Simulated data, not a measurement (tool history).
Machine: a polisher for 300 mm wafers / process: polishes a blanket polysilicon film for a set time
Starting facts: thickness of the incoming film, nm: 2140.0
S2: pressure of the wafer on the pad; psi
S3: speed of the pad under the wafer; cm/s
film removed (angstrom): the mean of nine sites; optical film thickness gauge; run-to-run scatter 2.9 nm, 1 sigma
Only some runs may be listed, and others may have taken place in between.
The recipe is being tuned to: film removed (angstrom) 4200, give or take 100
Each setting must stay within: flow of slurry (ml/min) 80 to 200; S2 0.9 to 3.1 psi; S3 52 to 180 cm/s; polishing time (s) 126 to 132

Run 1, hour 0: flow of slurry (ml/min) 130, S2 2 psi, S3 116 cm/s, polishing time (s) 126. Result: film removed (angstrom) 7601.7.
Run 2, hour 6.3: flow of slurry (ml/min) 130, S2 2 psi, S3 102 cm/s, polishing time (s) 126. Result: film removed (angstrom) 6655.2.
Run 3, hour 9.8: flow of slurry (ml/min) 130, S2 2 psi, S3 86 cm/s, polishing time (s) 126. Result: film removed (angstrom) 5580.4.
Run 4, hour 14.9: flow of slurry (ml/min) 120, S2 1.9 psi, S3 86 cm/s, polishing time (s) 126. Result: film removed (angstrom) 5333.4.
Run 5, hour 22.2: flow of slurry (ml/min) 120, S2 1.9 psi, S3 100 cm/s, polishing time (s) 126. Result: film removed (angstrom) 6147.9.
Run 6, hour 31.1: flow of slurry (ml/min) 145, S2 1.9 psi, S3 100 cm/s, polishing time (s) 126. Result: film removed (angstrom) 6359.2.
Run 7, hour 40: flow of slurry (ml/min) 135, S2 1.7 psi, S3 100 cm/s, polishing time (s) 126. Result: film removed (angstrom) 5605.3.
Run 8, hour 42: flow of slurry (ml/min) 125, S2 1.6 psi, S3 100 cm/s, polishing time (s) 126. Result: film removed (angstrom) 5194.6.
Run 9, hour 49.6: flow of slurry (ml/min) 115, S2 1.5 psi, S3 100 cm/s, polishing time (s) 126. Result: film removed (angstrom) 4806.4.
Run 10, hour 58.5: flow of slurry (ml/min) 85, S2 1.3 psi, S3 100 cm/s, polishing time (s) 126. Result: film removed (angstrom) 3852.6.

Next run, 5 choices. One meets every target within its allowed miss, the rest don't. Which?
Run A, hour 67.4: flow of slurry (ml/min) 130, S2 1.2 psi, S3 94 cm/s, polishing time (s) 132. Result: film removed (angstrom) ?.
Run B, hour 67.4: flow of slurry (ml/min) 95, S2 1.3 psi, S3 110 cm/s, polishing time (s) 126. Result: film removed (angstrom) ?.
Run C, hour 67.4: flow of slurry (ml/min) 100, S2 1.5 psi, S3 90 cm/s, polishing time (s) 132. Result: film removed (angstrom) ?.
Run D, hour 67.4: flow of slurry (ml/min) 85, S2 1.7 psi, S3 86 cm/s, polishing time (s) 132. Result: film removed (angstrom) ?.
Run E, hour 67.4: flow of slurry (ml/min) 170, S2 1.5 psi, S3 78 cm/s, polishing time (s) 129. Result: film removed (angstrom) ?.

move  film removed (angstrom)
   A                     3916
   B                   4327.9
   C                   4350.7
   D                     4460
   E                   4165.4
A: an improvement on the last run, though not all results are within tolerance
B: pushes the last run's worst result past its target
C: pushes the last run's worst result past its target
D: pushes the last run's worst result past its target
E: each result inside its tolerance
The right move is E.
